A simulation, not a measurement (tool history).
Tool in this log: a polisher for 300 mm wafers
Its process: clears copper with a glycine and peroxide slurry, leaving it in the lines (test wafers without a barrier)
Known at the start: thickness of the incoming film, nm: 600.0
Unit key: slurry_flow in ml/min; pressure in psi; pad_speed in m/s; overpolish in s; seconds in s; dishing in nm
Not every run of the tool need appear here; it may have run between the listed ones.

run  hour  slurry_flow  pressure  pad_speed  overpolish  seconds  dishing
  1   0.0          185       2.7       0.92          17   155.85   45.386
  2   2.4          185       3.3       0.92          17   132.64   50.548
  3   6.0          185       3.3       0.84          17   142.35   47.489
  4   7.9          165       3.3       0.84          17   144.03   47.593
  5  11.5          165       2.8       0.80          17   166.29   40.819
  6  15.8          160       2.4       0.76          18   196.65   39.223
  7  17.0          160       2.1       0.74          18   217.83   35.572

For run 8, what comes out?
  8  20.1          160       2.1       0.74          18        ?        ?

seconds: 222.34 s
dishing: 35.924 nm
